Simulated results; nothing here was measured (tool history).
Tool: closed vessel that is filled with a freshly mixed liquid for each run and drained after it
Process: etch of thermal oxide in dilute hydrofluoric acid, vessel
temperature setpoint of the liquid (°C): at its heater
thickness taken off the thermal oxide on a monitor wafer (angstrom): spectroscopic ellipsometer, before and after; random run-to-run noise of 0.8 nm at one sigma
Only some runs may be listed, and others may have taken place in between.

run	hour	temperature setpoint of the liquid (°C)	parts of water to one part of 49 % hydrofluoric acid (parts by volume)	time in the liquid (s)	thickness taken off the thermal oxide on a monitor wafer (angstrom)
1	0	24	65	885	587.32
2	4.8	27	65	885	663.9
3	8.8	29	65	885	710.61
4	11.6	31	65	885	771.95
5	19.5	31	60	885	848.11
6	25.1	31	60	950	913.09

For run 7, what comes out?
7	26.5	31	55	950	?

thickness taken off the thermal oxide on a monitor wafer (angstrom): 999.17
